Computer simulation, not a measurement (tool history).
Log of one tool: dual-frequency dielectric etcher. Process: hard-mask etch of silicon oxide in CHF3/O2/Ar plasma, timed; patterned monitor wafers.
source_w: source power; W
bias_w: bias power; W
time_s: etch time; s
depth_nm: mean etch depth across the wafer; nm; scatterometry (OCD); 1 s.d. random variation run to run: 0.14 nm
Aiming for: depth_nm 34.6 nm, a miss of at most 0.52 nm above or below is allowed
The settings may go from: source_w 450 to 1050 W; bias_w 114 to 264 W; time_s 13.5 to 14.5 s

run,hour,source_w,bias_w,time_s,depth_nm
1,0,750,189,14.5,31.902
2,6.9,750,189,14.5,31.987
3,12.7,750,189,13.5,29.655
4,18.7,750,159,13.5,28.255
5,23.4,840,169,13.5,30.434
6,30.8,930,169,13.5,32.032
7,34.2,970,171,13.5,32.932
8,35.5,1000,172,13.5,33.496
9,42.3,1020,173,13.5,33.794
10,49.2,1030,174,13.5,33.81

Which of these 4 next moves meets every target?
A,56.1,930,160,14,?
B,56.1,910,180,14.5,?
C,56.1,970,162,13.5,?
D,56.1,1050,140,14,?

move,depth_nm
A,32.769
B,34.685
C,32.345
D,33.529
A: lands further from the targets than the last run did
B: every result within its allowed miss
C: lands further from the targets than the last run did
D: lands further from the targets than the last run did
Correct choice: B, which meets every target

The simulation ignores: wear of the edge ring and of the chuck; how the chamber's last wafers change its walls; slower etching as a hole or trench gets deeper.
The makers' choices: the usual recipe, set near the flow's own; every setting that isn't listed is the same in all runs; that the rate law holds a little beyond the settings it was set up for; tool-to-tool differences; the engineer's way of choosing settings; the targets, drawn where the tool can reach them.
